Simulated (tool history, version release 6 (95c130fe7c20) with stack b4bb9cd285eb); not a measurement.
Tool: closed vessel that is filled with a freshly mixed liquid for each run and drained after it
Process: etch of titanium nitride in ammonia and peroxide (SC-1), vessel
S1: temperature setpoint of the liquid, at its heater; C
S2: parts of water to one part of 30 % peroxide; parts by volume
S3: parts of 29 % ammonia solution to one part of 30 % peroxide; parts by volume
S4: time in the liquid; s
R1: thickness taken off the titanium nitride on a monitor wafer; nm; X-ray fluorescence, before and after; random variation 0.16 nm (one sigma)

run 1 day=0.000 | S1=50 S2=24.5 S3=0.85 S4=145 | R1=6.9425
run 2 day=0.125 | S1=50 S2=24.5 S3=0.85 S4=145 | R1=6.8878
run 3 day=0.396 | S1=53 S2=24.5 S3=0.85 S4=145 | R1=8.5945
run 4 day=0.488 | S1=55 S2=24.5 S3=0.85 S4=145 | R1=9.7683
run 5 day=0.554 | S1=55 S2=24.5 S3=0.70 S4=145 | R1=9.3736
run 6 day=0.921 | S1=55 S2=24.5 S3=0.70 S4=155 | R1=10.0360
run 7 day=0.954 | S1=57 S2=24.5 S3=0.70 S4=155 | R1=11.5510

The next listed run, before its measurement:
run 8 day=1.308 | S1=57 S2=24.5 S3=0.70 S4=155 | R1=?

R1: 11.5870 nm

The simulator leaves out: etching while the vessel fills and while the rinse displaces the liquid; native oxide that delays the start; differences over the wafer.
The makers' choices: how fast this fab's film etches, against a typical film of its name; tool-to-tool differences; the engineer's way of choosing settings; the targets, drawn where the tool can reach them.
